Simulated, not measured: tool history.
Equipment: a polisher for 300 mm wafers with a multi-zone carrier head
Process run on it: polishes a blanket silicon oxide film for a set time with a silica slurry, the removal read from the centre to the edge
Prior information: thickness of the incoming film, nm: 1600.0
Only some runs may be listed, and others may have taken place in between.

run	hour	flow of slurry (ml/min)	pressure of the head's centre zone	pressure of the head's middle zone	pressure of the head's edge zone	abrasive content of the slurry	polishing time (s)	film removed at the wafer's centre (nm)	film removed at mid-radius (nm)	film removed at the wafer's edge (nm)
1	0	125	1	1	1	1	50	218.86	227.88	222.85
2	6.5	120	1.01	0.96	0.98	0.95	50	212.18	210.09	215.96
3	10.9	145	1.01	0.96	0.98	0.95	50	222.74	214.11	219.66
4	13.5	145	1.01	0.93	0.98	0.95	50	221.42	216.67	221.47
5	16.9	145	1.01	0.93	0.98	0.8	50	203.05	197.2	203.88
6	20	145	1.01	0.93	0.98	0.8	42	174.37	170.86	172.48
7	26	145	1.03	0.91	0.98	0.8	42	173.97	159.54	172.45
8	30.1	165	1.1	0.89	0.95	0.8	42	194.04	165.47	172.27
# hour 36.3: worn pad replaced by a new one
9	36.3	160	1.1	0.88	0.96	0.8	42	204.86	173.56	185.88
10	37.2	150	1.1	0.87	0.94	0.8	42	202.44	171.95	181.8

The next listed run, before its measurement:
11	39.2	115	1.09	0.81	0.96	0.75	42	?	?	?

Run 11 produced film removed at the wafer's centre (nm) 179.49, film removed at mid-radius (nm) 145.67, film removed at the wafer's edge (nm) 170.5.
